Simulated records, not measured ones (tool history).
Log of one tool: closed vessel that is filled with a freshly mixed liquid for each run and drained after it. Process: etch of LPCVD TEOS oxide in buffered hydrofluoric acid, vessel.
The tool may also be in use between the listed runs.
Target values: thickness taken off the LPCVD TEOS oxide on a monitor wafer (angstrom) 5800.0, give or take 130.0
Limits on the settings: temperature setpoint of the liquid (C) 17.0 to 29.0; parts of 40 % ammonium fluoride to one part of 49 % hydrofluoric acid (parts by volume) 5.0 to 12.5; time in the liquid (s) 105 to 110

run,hour,temperature setpoint of the liquid (C),parts of 40 % ammonium fluoride to one part of 49 % hydrofluoric acid (parts by volume),time in the liquid (s),thickness taken off the LPCVD TEOS oxide on a monitor wafer (angstrom)
1,0.0,21.0,7.5,105,4917.1
2,5.7,17.5,7.5,105,4053.0
3,7.0,18.0,7.5,105,4127.3
4,15.1,18.5,7.5,105,4269.6
5,23.8,21.0,7.5,105,4926.3
6,28.2,21.0,7.5,105,4900.8
7,33.6,21.5,7.5,105,5032.1
8,39.1,22.0,7.5,105,5174.6
9,46.4,23.0,7.5,105,5488.4

4 next moves are on the table. One of them brings every result within its allowed miss. Which?
A,53.7,22.5,7.5,105,?
B,53.7,22.5,7.0,105,?
C,53.7,25.5,8.0,110,?
D,53.7,24.5,8.5,105,?

move,thickness taken off the LPCVD TEOS oxide on a monitor wafer (angstrom)
A,5333.9
B,5746.2
C,6136.2
D,5196.0
A: its largest miss is bigger than the last run's
B: all results in spec
C: takes the biggest miss from the last run beyond its target
D: its largest miss is bigger than the last run's
Answer: B

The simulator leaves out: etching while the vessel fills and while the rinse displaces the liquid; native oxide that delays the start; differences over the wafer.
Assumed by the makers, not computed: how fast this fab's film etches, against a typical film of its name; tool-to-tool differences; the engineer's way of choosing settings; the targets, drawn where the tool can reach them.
